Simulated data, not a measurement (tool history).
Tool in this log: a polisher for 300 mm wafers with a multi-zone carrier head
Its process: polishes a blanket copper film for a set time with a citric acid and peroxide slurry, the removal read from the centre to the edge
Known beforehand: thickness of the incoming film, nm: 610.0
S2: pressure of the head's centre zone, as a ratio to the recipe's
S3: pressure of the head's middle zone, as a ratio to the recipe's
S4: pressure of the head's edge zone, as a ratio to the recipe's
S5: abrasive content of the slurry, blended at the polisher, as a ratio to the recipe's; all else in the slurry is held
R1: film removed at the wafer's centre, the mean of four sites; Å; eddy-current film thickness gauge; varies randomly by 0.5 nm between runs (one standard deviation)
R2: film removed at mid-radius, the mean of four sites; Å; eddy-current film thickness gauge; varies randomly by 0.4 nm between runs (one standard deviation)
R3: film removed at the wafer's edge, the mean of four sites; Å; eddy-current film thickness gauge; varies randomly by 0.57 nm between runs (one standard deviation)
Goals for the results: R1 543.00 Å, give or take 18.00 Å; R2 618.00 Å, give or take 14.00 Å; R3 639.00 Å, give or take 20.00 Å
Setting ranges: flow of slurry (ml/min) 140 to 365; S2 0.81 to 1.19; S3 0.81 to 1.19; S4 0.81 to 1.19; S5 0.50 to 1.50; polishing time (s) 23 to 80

run 1 hour=0.0 | flow_of_slurry_(ml/min)=235 S2=1.00 S3=1.00 S4=1.00 S5=1.00 polishing_time_(s)=51 | R1=994.17 R2=1036.40 R3=1062.70
run 2 hour=5.1 | flow_of_slurry_(ml/min)=235 S2=1.00 S3=1.00 S4=1.00 S5=0.90 polishing_time_(s)=51 | R1=972.22 R2=1016.30 R3=1024.30
run 3 hour=9.6 | flow_of_slurry_(ml/min)=235 S2=0.92 S3=1.00 S4=1.00 S5=0.90 polishing_time_(s)=51 | R1=891.57 R2=1026.40 R3=1056.00
run 4 hour=10.6 | flow_of_slurry_(ml/min)=270 S2=0.92 S3=1.00 S4=1.00 S5=0.90 polishing_time_(s)=51 | R1=916.50 R2=1031.20 R3=1049.40
run 5 hour=15.6 | flow_of_slurry_(ml/min)=270 S2=0.90 S3=0.98 S4=0.97 S5=0.80 polishing_time_(s)=47 | R1=808.88 R2=926.32 R3=951.13
run 6 hour=19.0 | flow_of_slurry_(ml/min)=270 S2=0.90 S3=0.97 S4=0.95 S5=0.75 polishing_time_(s)=43 | R1=741.17 R2=846.42 R3=837.03
run 7 hour=24.3 | flow_of_slurry_(ml/min)=260 S2=0.88 S3=0.93 S4=0.93 S5=0.70 polishing_time_(s)=41 | R1=680.30 R2=769.84 R3=787.77
run 8 hour=28.6 | flow_of_slurry_(ml/min)=250 S2=0.87 S3=0.91 S4=0.90 S5=0.65 polishing_time_(s)=40 | R1=638.47 R2=740.22 R3=738.71
run 9 hour=36.8 | flow_of_slurry_(ml/min)=240 S2=0.87 S3=0.89 S4=0.89 S5=0.60 polishing_time_(s)=39 | R1=617.33 R2=694.49 R3=718.53
run 10 hour=44.9 | flow_of_slurry_(ml/min)=235 S2=0.86 S3=0.88 S4=0.87 S5=0.60 polishing_time_(s)=38 | R1=596.39 R2=659.01 R3=676.50
run 11 hour=47.6 | flow_of_slurry_(ml/min)=220 S2=0.85 S3=0.88 S4=0.87 S5=0.60 polishing_time_(s)=38 | R1=580.42 R2=656.33 R3=687.77
run 12 hour=49.4 | flow_of_slurry_(ml/min)=215 S2=0.85 S3=0.88 S4=0.86 S5=0.60 polishing_time_(s)=38 | R1=574.28 R2=661.79 R3=663.35
run 13 hour=51.8 | flow_of_slurry_(ml/min)=200 S2=0.85 S3=0.87 S4=0.86 S5=0.60 polishing_time_(s)=38 | R1=568.65 R2=656.77 R3=675.79

Exercise: of the 5 proposed moves below, exactly one satisfies all targets within the stated allowed misses. Which move is it?
run A hour=54.2 | flow_of_slurry_(ml/min)=190 S2=0.83 S3=1.00 S4=0.91 S5=0.70 polishing_time_(s)=33 | R1=? R2=? R3=?
run B hour=54.2 | flow_of_slurry_(ml/min)=195 S2=0.83 S3=0.84 S4=0.82 S5=0.65 polishing_time_(s)=37 | R1=? R2=? R3=?
run C hour=54.2 | flow_of_slurry_(ml/min)=175 S2=0.86 S3=1.03 S4=0.81 S5=0.65 polishing_time_(s)=37 | R1=? R2=? R3=?
run D hour=54.2 | flow_of_slurry_(ml/min)=180 S2=0.81 S3=0.81 S4=0.97 S5=0.55 polishing_time_(s)=40 | R1=? R2=? R3=?
run E hour=54.2 | flow_of_slurry_(ml/min)=215 S2=0.81 S3=0.97 S4=0.85 S5=0.60 polishing_time_(s)=38 | R1=? R2=? R3=?

move=A R1=481.06 R2=615.13 R3=598.88
move=B R1=536.23 R2=617.88 R3=637.53
move=C R1=545.32 R2=686.33 R3=624.69
move=D R1=546.06 R2=632.60 R3=722.40
move=E R1=540.99 R2=694.51 R3=664.89
A: puts the biggest miss on target and leaves a different result outside tolerance
B: every result lands within tolerance
C: its largest miss is bigger than the last run's
D: its largest miss is bigger than the last run's
E: its largest miss is bigger than the last run's
B meets every target.

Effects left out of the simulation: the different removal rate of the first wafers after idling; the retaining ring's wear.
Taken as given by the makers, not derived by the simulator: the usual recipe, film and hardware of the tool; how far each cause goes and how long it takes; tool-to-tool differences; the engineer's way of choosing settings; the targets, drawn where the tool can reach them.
